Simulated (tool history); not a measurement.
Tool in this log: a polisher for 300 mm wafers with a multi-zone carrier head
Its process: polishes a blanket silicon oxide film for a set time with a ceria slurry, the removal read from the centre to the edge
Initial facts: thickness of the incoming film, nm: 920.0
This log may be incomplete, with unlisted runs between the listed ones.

run,hour,flow of slurry (ml/min),pressure of the head's centre zone,pressure of the head's middle zone,pressure of the head's edge zone,polishing time (s),film removed at the wafer's centre (nm),film removed at mid-radius (nm),film removed at the wafer's edge (nm)
1,0.0,155,1.00,1.00,1.00,78,384.92,396.43,384.04
2,8.2,155,1.00,0.94,1.00,78,383.58,372.80,380.40
3,13.3,155,1.00,0.98,1.00,78,382.16,388.75,378.85
4,17.6,165,1.01,0.98,1.03,79,398.46,397.96,403.54
5,22.6,165,1.09,0.98,1.03,79,416.65,397.62,403.15
6,25.8,165,1.09,0.93,1.03,79,412.35,379.52,387.52
7,31.6,175,1.10,0.94,1.05,79,428.78,388.34,400.24
8,34.5,185,1.10,0.95,1.07,79,432.64,392.14,402.76
9,42.2,185,1.11,0.96,1.09,80,437.20,408.67,411.40

What does the tool deliver on the next run?
10,42.7,185,1.11,0.95,1.11,82,?,?,?

Logged for run 10: film removed at the wafer's centre (nm) 456.28, film removed at mid-radius (nm) 410.82, film removed at the wafer's edge (nm) 440.44.

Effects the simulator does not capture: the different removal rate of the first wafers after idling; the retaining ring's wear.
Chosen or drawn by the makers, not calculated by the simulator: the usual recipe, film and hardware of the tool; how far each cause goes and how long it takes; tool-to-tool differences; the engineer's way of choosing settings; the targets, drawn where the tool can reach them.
